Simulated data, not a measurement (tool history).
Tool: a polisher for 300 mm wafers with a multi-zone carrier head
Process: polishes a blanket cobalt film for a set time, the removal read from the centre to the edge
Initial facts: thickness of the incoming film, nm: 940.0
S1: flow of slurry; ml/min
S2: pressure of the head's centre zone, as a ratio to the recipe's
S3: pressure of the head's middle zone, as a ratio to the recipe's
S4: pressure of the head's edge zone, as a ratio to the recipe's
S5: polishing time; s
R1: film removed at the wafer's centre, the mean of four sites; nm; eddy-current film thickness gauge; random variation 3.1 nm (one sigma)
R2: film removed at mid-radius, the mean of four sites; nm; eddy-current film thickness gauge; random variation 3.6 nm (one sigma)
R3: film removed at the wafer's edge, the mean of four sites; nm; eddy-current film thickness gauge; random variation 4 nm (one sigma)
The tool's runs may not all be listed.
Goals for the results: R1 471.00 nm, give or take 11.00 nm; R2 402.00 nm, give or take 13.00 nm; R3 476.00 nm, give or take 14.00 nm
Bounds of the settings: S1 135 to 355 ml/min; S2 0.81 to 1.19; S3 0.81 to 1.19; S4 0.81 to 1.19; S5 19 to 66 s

{"run": 1, "hour": 0.0, "S1": 225, "S2": 1.0, "S3": 1.0, "S4": 1.0, "S5": 42, "R1": 299.51, "R2": 302.98, "R3": 314.59}
{"run": 2, "hour": 5.1, "S1": 235, "S2": 1.02, "S3": 0.99, "S4": 1.04, "S5": 45, "R1": 326.95, "R2": 317.37, "R3": 347.81}
{"run": 3, "hour": 10.5, "S1": 245, "S2": 1.05, "S3": 1.0, "S4": 1.07, "S5": 47, "R1": 352.38, "R2": 343.5, "R3": 368.58}
{"run": 4, "hour": 13.9, "S1": 250, "S2": 1.07, "S3": 0.99, "S4": 1.09, "S5": 49, "R1": 368.58, "R2": 344.73, "R3": 389.08}
{"run": 5, "hour": 17.3, "S1": 250, "S2": 1.15, "S3": 0.99, "S4": 1.09, "S5": 49, "R1": 402.46, "R2": 352.18, "R3": 389.23}
{"run": 6, "hour": 25.9, "S1": 255, "S2": 1.16, "S3": 0.99, "S4": 1.11, "S5": 50, "R1": 418.4, "R2": 361.29, "R3": 405.15}
{"run": 7, "hour": 34.1, "S1": 260, "S2": 1.16, "S3": 0.99, "S4": 1.13, "S5": 51, "R1": 425.38, "R2": 366.73, "R3": 409.41}
{"run": 8, "hour": 37.1, "S1": 255, "S2": 1.15, "S3": 0.98, "S4": 1.14, "S5": 52, "R1": 424.77, "R2": 370.88, "R3": 425.4}
{"run": 9, "hour": 42.6, "S1": 260, "S2": 1.15, "S3": 0.98, "S4": 1.15, "S5": 53, "R1": 433.75, "R2": 381.86, "R3": 432.54}
{"run": 10, "hour": 47.8, "S1": 260, "S2": 1.15, "S3": 0.97, "S4": 1.16, "S5": 54, "R1": 445.72, "R2": 380.11, "R3": 447.81}

Below are 5 possible settings for the next run. Only one of them brings all results inside the allowed miss of their targets. Which is it?
{"run": "A", "hour": 53.0, "S1": 255, "S2": 1.16, "S3": 0.83, "S4": 1.19, "S5": 60, "R1": "?", "R2": "?", "R3": "?"}
{"run": "B", "hour": 53.0, "S1": 245, "S2": 1.16, "S3": 0.96, "S4": 1.19, "S5": 57, "R1": "?", "R2": "?", "R3": "?"}
{"run": "C", "hour": 53.0, "S1": 280, "S2": 1.19, "S3": 0.86, "S4": 1.17, "S5": 57, "R1": "?", "R2": "?", "R3": "?"}
{"run": "D", "hour": 53.0, "S1": 315, "S2": 1.18, "S3": 0.81, "S4": 1.11, "S5": 58, "R1": "?", "R2": "?", "R3": "?"}
{"run": "E", "hour": 53.0, "S1": 225, "S2": 1.17, "S3": 0.85, "S4": 1.19, "S5": 58, "R1": "?", "R2": "?", "R3": "?"}

move=A R1=497.81 R2=385.28 R3=500.52
move=B R1=470.65 R2=400.10 R3=473.05
move=C R1=490.10 R2=378.38 R3=475.02
move=D R1=501.35 R2=375.30 R3=475.04
move=E R1=476.32 R2=371.90 R3=477.80
A: moves the result that the last run missed by most past its target, out the other side
B: hits every target within its allowed miss
C: moves the result that the last run missed by most past its target, out the other side
D: moves the result that the last run missed by most past its target, out the other side
E: brings the last run's worst result on target, with another outside its allowed miss
B meets every target.

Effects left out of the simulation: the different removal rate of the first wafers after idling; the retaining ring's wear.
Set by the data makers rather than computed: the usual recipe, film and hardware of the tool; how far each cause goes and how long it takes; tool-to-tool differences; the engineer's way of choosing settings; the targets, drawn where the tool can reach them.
